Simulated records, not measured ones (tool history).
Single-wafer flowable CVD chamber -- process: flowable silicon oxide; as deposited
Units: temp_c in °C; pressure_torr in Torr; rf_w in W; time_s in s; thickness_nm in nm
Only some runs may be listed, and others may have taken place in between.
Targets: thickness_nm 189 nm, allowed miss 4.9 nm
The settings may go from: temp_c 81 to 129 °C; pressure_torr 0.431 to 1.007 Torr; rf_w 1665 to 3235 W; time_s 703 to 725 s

Run 1, hour 0: temp_c 105 °C, pressure_torr 0.719 Torr, rf_w 2450 W, time_s 703 s. Result: thickness_nm 313.24 nm.
Run 2, hour 6.2: temp_c 107 °C, pressure_torr 0.719 Torr, rf_w 2450 W, time_s 703 s. Result: thickness_nm 291.92 nm.
Run 3, hour 9.8: temp_c 109 °C, pressure_torr 0.719 Torr, rf_w 2450 W, time_s 703 s. Result: thickness_nm 269.32 nm.
Run 4, hour 15: temp_c 110 °C, pressure_torr 0.719 Torr, rf_w 2450 W, time_s 703 s. Result: thickness_nm 259.69 nm.
Run 5, hour 20.7: temp_c 110 °C, pressure_torr 0.719 Torr, rf_w 2450 W, time_s 703 s. Result: thickness_nm 260.19 nm.
Run 6, hour 22.1: temp_c 111 °C, pressure_torr 0.719 Torr, rf_w 2450 W, time_s 703 s. Result: thickness_nm 250.22 nm.
Run 7, hour 29.8: temp_c 112 °C, pressure_torr 0.719 Torr, rf_w 2450 W, time_s 703 s. Result: thickness_nm 244.45 nm.
Run 8, hour 31.2: temp_c 112 °C, pressure_torr 0.719 Torr, rf_w 2450 W, time_s 703 s. Result: thickness_nm 241.97 nm.
Run 9, hour 38.6: temp_c 112 °C, pressure_torr 0.719 Torr, rf_w 2450 W, time_s 703 s. Result: thickness_nm 242.4 nm.
At hour 41.2: RF generator calibrated.
Run 10, hour 41.2: temp_c 121 °C, pressure_torr 0.717 Torr, rf_w 2450 W, time_s 703 s. Result: thickness_nm 181.23 nm.

Which single option among these 5 for the next run brings every result within its allowed miss of target? Just one does.
Run A, hour 43.8: temp_c 119 °C, pressure_torr 0.641 Torr, rf_w 2280 W, time_s 725 s. Result: thickness_nm ?.
Run B, hour 43.8: temp_c 125 °C, pressure_torr 0.751 Torr, rf_w 2775 W, time_s 703 s. Result: thickness_nm ?.
Run C, hour 43.8: temp_c 123 °C, pressure_torr 0.776 Torr, rf_w 2390 W, time_s 715 s. Result: thickness_nm ?.
Run D, hour 43.8: temp_c 118 °C, pressure_torr 0.647 Torr, rf_w 2235 W, time_s 703 s. Result: thickness_nm ?.
Run E, hour 43.8: temp_c 123 °C, pressure_torr 0.735 Torr, rf_w 2470 W, time_s 715 s. Result: thickness_nm ?.

move  thickness_nm
   A        176.19
   B        171.32
   C           187
   D        177.44
   E        178.38
A: further off than the last run
B: further off than the last run
C: all results land within tolerance of their targets
D: further off than the last run
E: further off than the last run
C meets every target.
